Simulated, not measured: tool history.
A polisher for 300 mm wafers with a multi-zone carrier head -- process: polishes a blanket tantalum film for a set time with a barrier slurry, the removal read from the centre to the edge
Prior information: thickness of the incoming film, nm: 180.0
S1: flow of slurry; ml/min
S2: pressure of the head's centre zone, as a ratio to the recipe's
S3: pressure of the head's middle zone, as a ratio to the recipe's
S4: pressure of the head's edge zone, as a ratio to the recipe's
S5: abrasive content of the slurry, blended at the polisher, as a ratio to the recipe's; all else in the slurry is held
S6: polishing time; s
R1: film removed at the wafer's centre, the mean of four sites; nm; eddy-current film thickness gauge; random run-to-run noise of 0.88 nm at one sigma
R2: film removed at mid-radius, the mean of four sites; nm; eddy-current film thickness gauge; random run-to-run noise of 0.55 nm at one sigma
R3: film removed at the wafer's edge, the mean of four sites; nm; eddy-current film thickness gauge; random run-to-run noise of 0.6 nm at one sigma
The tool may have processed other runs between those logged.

run,day,S1,S2,S3,S4,S5,S6,R1,R2,R3
1,0.000,245,1.00,1.00,1.00,1.00,58,53.339,51.687,52.464
2,0.254,245,1.00,1.00,1.00,1.20,58,53.978,54.291,53.971
3,0.579,245,1.03,1.00,1.00,1.20,58,55.163,54.135,55.167
4,0.750,245,1.03,1.00,1.00,1.20,72,67.993,66.822,67.986
5,1.108,245,1.05,1.00,0.94,1.05,71,68.190,63.522,61.804
6,1.338,245,1.05,1.06,0.94,1.05,71,69.966,64.387,62.228
7,1.517,235,1.06,1.04,0.92,1.00,71,68.859,64.798,61.864

Run 8 comes next. What will it give?
8,1.808,245,1.07,1.01,0.91,0.90,71,?,?,?

Run 8 produced R1 68.703 nm, R2 62.504 nm, R3 60.506 nm.
